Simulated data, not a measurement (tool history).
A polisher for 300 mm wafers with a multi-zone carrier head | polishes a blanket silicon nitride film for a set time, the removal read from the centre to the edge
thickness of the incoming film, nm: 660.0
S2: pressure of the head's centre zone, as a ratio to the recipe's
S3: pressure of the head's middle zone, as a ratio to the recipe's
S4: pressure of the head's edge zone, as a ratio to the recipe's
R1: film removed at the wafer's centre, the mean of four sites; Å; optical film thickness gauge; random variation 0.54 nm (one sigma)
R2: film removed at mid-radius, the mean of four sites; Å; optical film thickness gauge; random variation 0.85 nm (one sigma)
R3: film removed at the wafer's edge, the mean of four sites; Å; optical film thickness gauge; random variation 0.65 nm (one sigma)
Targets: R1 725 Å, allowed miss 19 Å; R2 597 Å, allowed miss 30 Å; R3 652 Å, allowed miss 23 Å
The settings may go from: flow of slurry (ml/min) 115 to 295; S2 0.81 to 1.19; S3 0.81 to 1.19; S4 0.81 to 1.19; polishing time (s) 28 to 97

Run 1, hour 0: flow of slurry (ml/min) 190, S2 1, S3 1, S4 1, polishing time (s) 62. Result: R1 958.41 Å, R2 979.36 Å, R3 988.81 Å.
Run 2, hour 7.6: flow of slurry (ml/min) 190, S2 1, S3 1, S4 0.96, polishing time (s) 62. Result: R1 940.2 Å, R2 961.23 Å, R3 968.39 Å.
Run 3, hour 10.6: flow of slurry (ml/min) 190, S2 1.06, S3 1, S4 0.96, polishing time (s) 62. Result: R1 991.35 Å, R2 949.69 Å, R3 980.78 Å.
Run 4, hour 19.2: flow of slurry (ml/min) 190, S2 1.1, S3 1, S4 0.96, polishing time (s) 62. Result: R1 1062.9 Å, R2 935.67 Å, R3 972.47 Å.
Run 5, hour 25.2: flow of slurry (ml/min) 190, S2 1.1, S3 0.97, S4 0.93, polishing time (s) 55. Result: R1 917.91 Å, R2 834.1 Å, R3 847.5 Å.
Run 6, hour 26: flow of slurry (ml/min) 190, S2 1.1, S3 0.97, S4 0.98, polishing time (s) 55. Result: R1 931.23 Å, R2 825.18 Å, R3 860.72 Å.
Run 7, hour 27.8: flow of slurry (ml/min) 180, S2 1.11, S3 0.93, S4 0.96, polishing time (s) 51. Result: R1 857.18 Å, R2 740.04 Å, R3 799.57 Å.
Run 8, hour 35.2: flow of slurry (ml/min) 180, S2 1.12, S3 0.91, S4 0.94, polishing time (s) 48. Result: R1 816.8 Å, R2 686.77 Å, R3 741.5 Å.
Run 9, hour 40.3: flow of slurry (ml/min) 175, S2 1.12, S3 0.89, S4 0.91, polishing time (s) 47. Result: R1 789.23 Å, R2 657.72 Å, R3 719.63 Å.
Run 10, hour 48.9: flow of slurry (ml/min) 150, S2 1.13, S3 0.86, S4 0.82, polishing time (s) 43. Result: R1 715.6 Å, R2 563.91 Å, R3 623.18 Å.

4 next moves are on the table. One of them brings every result within its allowed miss. Which?
Run A, hour 57.5: flow of slurry (ml/min) 180, S2 1.17, S3 0.82, S4 0.81, polishing time (s) 41. Result: R1 ?, R2 ?, R3 ?.
Run B, hour 57.5: flow of slurry (ml/min) 165, S2 1.19, S3 0.89, S4 0.81, polishing time (s) 40. Result: R1 ?, R2 ?, R3 ?.
Run C, hour 57.5: flow of slurry (ml/min) 175, S2 1.11, S3 0.87, S4 0.87, polishing time (s) 43. Result: R1 ?, R2 ?, R3 ?.
Run D, hour 57.5: flow of slurry (ml/min) 130, S2 1.19, S3 0.82, S4 0.82, polishing time (s) 43. Result: R1 ?, R2 ?, R3 ?.

move      R1      R2      R3
   A  726.93  542.93  603.59
   B  708.31  553.12  581.46
   C  720.39  591.55  640.91
   D   715.8  530.59  603.58
A: further off than the last run
B: further off than the last run
C: meets every target
D: further off than the last run
The right move is C.
